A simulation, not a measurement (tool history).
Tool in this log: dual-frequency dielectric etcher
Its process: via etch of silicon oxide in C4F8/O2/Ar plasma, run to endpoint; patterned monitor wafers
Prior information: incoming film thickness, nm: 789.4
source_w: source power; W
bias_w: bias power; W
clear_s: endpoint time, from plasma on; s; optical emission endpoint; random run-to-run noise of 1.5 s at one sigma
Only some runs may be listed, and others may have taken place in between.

run,day,source_w,bias_w,clear_s
1,0.000,2050,1611,166.73
2,0.288,1930,1575,177.47
3,0.512,1880,1567,176.49
4,0.871,1880,1831,170.98
5,1.100,1620,1831,179.65
6,1.421,1560,1811,182.81

What will run 7 give?
7,1.788,1230,1716,?

clear_s: 205.07 s

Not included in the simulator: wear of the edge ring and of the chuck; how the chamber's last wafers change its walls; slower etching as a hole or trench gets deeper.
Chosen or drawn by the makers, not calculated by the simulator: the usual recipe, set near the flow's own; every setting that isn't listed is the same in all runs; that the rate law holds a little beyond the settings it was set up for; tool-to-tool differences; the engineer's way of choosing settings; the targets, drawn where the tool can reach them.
